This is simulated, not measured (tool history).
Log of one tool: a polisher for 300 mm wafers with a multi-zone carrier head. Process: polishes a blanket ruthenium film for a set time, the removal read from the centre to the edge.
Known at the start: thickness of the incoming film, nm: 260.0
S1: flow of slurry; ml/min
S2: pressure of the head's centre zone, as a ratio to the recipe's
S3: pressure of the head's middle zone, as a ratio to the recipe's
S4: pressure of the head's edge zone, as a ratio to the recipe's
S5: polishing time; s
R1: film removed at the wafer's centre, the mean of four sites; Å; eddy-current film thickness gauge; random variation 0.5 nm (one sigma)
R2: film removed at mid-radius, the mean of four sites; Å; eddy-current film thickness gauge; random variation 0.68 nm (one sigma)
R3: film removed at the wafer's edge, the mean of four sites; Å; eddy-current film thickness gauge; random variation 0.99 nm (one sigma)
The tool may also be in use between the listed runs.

run,hour,S1,S2,S3,S4,S5,R1,R2,R3
1,0,175,1,1,1,57,561.1,588.06,602.48
2,6.9,145,1,1,1,57,537.22,563.13,586.29
3,14.4,145,1,1.03,1,57,537.46,590.89,577.99
4,20.9,145,1,1.03,0.95,57,534.43,578.97,566.25
5,26.7,165,1.02,1.06,1,59,583.02,632.47,605.39
6,31.1,165,1.02,1.06,0.93,59,581.42,638.53,595.03
7,35.3,180,1.02,1.08,0.95,61,624.1,684.09,626.36
8,37.3,230,0.99,1.18,1.05,71,739.04,898.85,790.89

The next listed run, before its measurement:
9,43.9,235,1,1.18,1.04,71,?,?,?

R1: 740.6 Å
R2: 899.16 Å
R3: 790.9 Å

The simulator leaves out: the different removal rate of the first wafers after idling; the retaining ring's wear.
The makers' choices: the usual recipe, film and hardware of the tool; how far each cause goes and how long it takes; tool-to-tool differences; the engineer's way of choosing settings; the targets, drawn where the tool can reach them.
